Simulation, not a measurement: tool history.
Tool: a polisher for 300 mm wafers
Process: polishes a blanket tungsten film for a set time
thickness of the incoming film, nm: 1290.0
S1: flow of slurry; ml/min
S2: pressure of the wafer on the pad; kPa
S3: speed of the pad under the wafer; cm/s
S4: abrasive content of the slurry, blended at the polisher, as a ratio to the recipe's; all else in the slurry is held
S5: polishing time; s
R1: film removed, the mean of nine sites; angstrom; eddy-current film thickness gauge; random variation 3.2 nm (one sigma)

run 1 hour=0.0 | S1=305 S2=26.9 S3=98 S4=1.0 S5=82 | R1=3408.8
run 2 hour=3.1 | S1=275 S2=26.9 S3=98 S4=1.0 S5=82 | R1=3410.7
run 3 hour=12.1 | S1=275 S2=27.6 S3=98 S4=1.0 S5=82 | R1=3446.2
run 4 hour=13.5 | S1=280 S2=28.3 S3=98 S4=1.0 S5=82 | R1=3488.1
run 5 hour=22.0 | S1=280 S2=29.0 S3=98 S4=1.0 S5=82 | R1=3568.6
run 6 hour=25.5 | S1=280 S2=29.6 S3=98 S4=1.0 S5=82 | R1=3646.8
run 7 hour=28.5 | S1=280 S2=30.3 S3=98 S4=1.0 S5=82 | R1=3702.7

The next listed run, before its measurement:
run 8 hour=30.4 | S1=280 S2=31.7 S3=98 S4=1.0 S5=82 | R1=?

R1: 3792.7 angstrom
